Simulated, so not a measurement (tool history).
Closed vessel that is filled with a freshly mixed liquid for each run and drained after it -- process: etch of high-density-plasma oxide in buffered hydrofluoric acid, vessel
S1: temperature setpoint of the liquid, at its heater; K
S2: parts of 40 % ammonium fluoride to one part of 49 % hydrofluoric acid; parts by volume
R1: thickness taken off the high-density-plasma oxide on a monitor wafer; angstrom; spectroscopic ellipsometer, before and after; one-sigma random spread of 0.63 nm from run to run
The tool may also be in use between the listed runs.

run 1 day=0 | S1=297.15 S2=11 time_in_the_liquid_(s)=100 | R1=1128.1
run 2 day=0.3 | S1=299.15 S2=11 time_in_the_liquid_(s)=100 | R1=1250.7
run 3 day=0.475 | S1=298.15 S2=11.5 time_in_the_liquid_(s)=100 | R1=1134
run 4 day=0.5 | S1=297.15 S2=11.5 time_in_the_liquid_(s)=100 | R1=1088
run 5 day=0.612 | S1=297.15 S2=14 time_in_the_liquid_(s)=100 | R1=872.86
run 6 day=0.9 | S1=297.15 S2=12.5 time_in_the_liquid_(s)=100 | R1=987.61
run 7 day=1.233 | S1=296.15 S2=12.5 time_in_the_liquid_(s)=100 | R1=931.27
run 8 day=1.375 | S1=295.65 S2=12.5 time_in_the_liquid_(s)=100 | R1=921.04
run 9 day=1.692 | S1=295.15 S2=12.5 time_in_the_liquid_(s)=100 | R1=908.84

Estimate the outcome of run 10 from the log above:
run 10 day=1.9 | S1=294.65 S2=12.5 time_in_the_liquid_(s)=100 | R1=?

Run 10 produced R1 876.09 angstrom.
